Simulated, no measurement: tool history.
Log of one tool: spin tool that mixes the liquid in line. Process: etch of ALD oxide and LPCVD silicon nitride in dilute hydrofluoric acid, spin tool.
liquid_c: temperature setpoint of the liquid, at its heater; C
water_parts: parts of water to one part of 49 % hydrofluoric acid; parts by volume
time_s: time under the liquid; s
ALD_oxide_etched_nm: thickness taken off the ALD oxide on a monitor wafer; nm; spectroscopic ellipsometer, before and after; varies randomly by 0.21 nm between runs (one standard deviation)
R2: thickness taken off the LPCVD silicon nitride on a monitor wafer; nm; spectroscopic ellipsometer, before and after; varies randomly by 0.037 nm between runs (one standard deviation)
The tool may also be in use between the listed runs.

Run 1, day 0.000: liquid_c 25.0 C, water_parts 65 parts by volume, time_s 100 s. Result: ALD_oxide_etched_nm 21.977 nm, R2 0.87290 nm.
Run 2, day 0.242: liquid_c 25.0 C, water_parts 80 parts by volume, time_s 100 s. Result: ALD_oxide_etched_nm 17.240 nm, R2 0.65564 nm.
Run 3, day 0.517: liquid_c 25.5 C, water_parts 80 parts by volume, time_s 100 s. Result: ALD_oxide_etched_nm 17.872 nm, R2 0.67618 nm.
Run 4, day 0.729: liquid_c 26.0 C, water_parts 80 parts by volume, time_s 100 s. Result: ALD_oxide_etched_nm 18.043 nm, R2 0.77212 nm.
Run 5, day 0.788: liquid_c 26.0 C, water_parts 70 parts by volume, time_s 100 s. Result: ALD_oxide_etched_nm 20.935 nm, R2 0.85068 nm.
Run 6, day 1.046: liquid_c 29.5 C, water_parts 70 parts by volume, time_s 100 s. Result: ALD_oxide_etched_nm 23.854 nm, R2 1.04910 nm.

Run 7 comes next. What will it give?
Run 7, day 1.167: liquid_c 29.0 C, water_parts 70 parts by volume, time_s 100 s. Result: ALD_oxide_etched_nm ?, R2 ?.

{"run 7": {"ALD_oxide_etched_nm": 23.348, "R2": 1.0019}}
